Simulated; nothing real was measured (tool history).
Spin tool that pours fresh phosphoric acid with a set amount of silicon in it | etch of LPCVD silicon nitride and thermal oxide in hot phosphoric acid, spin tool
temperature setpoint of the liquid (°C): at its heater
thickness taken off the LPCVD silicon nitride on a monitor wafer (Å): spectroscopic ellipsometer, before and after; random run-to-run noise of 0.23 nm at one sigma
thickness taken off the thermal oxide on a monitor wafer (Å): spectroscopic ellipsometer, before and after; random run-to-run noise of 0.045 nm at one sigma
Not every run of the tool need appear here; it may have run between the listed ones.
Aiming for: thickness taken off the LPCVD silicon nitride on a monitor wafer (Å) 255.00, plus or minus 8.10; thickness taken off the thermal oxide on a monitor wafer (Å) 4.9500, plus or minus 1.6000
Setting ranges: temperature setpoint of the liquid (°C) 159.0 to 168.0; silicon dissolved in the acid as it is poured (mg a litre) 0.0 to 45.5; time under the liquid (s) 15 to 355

run,hour,temperature setpoint of the liquid (°C),silicon dissolved in the acid as it is poured (mg a litre),time under the liquid (s),thickness taken off the LPCVD silicon nitride on a monitor wafer (Å),thickness taken off the thermal oxide on a monitor wafer (Å)
1,0.0,164.0,20.0,180,183.68,4.5770
2,1.8,164.0,20.0,150,153.09,3.4617
3,5.6,165.0,20.0,150,158.93,3.4603
4,10.7,165.0,20.0,100,105.95,2.1589
5,17.3,165.5,22.0,130,140.31,3.0783
6,26.0,166.0,26.0,150,165.38,3.4411
7,29.3,166.5,28.5,165,187.51,3.1339
8,31.0,167.0,27.5,175,196.79,4.3375
9,39.7,167.0,29.0,185,212.33,3.5447
10,41.4,167.0,28.0,195,221.89,3.8839
11,42.6,167.0,28.0,195,219.33,3.9638
12,46.1,167.0,27.5,200,227.98,4.0634
13,52.7,167.0,26.5,205,229.41,4.6162
14,54.4,168.0,29.0,225,265.19,5.4779

Of the 4 settings listed for the next run, only one would bring every result within its allowed miss of target. Which one?
A,56.1,168.0,30.5,220,?,?
B,56.1,165.0,30.5,255,?,?
C,56.1,166.5,25.5,245,?,?
D,56.1,168.0,30.0,235,?,?

move,thickness taken off the LPCVD silicon nitride on a monitor wafer (Å),thickness taken off the thermal oxide on a monitor wafer (Å)
A,256.39,4.1282
B,269.49,3.8563
C,271.95,4.9713
D,273.87,4.4997
A: in spec on every target
B: lands further from the targets than the last run did
C: lands further from the targets than the last run did
D: lands further from the targets than the last run did
Move A is the one to make.
